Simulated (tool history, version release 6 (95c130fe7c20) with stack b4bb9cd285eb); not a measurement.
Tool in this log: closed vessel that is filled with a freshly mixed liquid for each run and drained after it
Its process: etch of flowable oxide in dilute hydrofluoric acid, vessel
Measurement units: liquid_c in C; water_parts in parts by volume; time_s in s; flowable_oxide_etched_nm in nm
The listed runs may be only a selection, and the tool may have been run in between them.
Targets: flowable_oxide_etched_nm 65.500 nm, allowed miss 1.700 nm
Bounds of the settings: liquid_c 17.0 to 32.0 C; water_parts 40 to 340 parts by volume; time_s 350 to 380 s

| run | hour | liquid_c | water_parts | time_s | flowable_oxide_etched_nm |
|---|---|---|---|---|---|
| 1 | 0.0 | 24.0 | 190 | 350 | 48.765 |
| 2 | 3.0 | 24.0 | 190 | 380 | 52.466 |
| 3 | 6.0 | 25.0 | 190 | 380 | 54.465 |
| 4 | 11.9 | 23.5 | 190 | 380 | 52.037 |
|  | 13.1 | thermometer replaced |
| 5 | 13.1 | 23.5 | 190 | 350 | 50.432 |
| 6 | 13.7 | 23.5 | 240 | 350 | 38.095 |
| 7 | 21.6 | 25.0 | 225 | 350 | 43.167 |
| 8 | 26.3 | 26.5 | 215 | 350 | 48.661 |
| 9 | 29.5 | 27.5 | 210 | 350 | 51.798 |
| 10 | 36.6 | 28.5 | 210 | 350 | 53.501 |
| 11 | 41.3 | 28.5 | 210 | 350 | 53.516 |

Which of these 4 next moves meets every target?
| A | 46.0 | 29.0 | 195 | 380 | ? |
| B | 46.0 | 26.5 | 230 | 350 | ? |
| C | 46.0 | 26.0 | 170 | 380 | ? |
| D | 46.0 | 30.0 | 275 | 350 | ? |

| move | flowable_oxide_etched_nm |
|---|---|
| A | 65.575 |
| B | 45.046 |
| C | 69.552 |
| D | 40.357 |
A: in spec on every target
B: misses by more than the last run did
C: moves the result that the last run missed by most past its target, out the other side
D: misses by more than the last run did
A is the move that brings every result within its allowed miss.
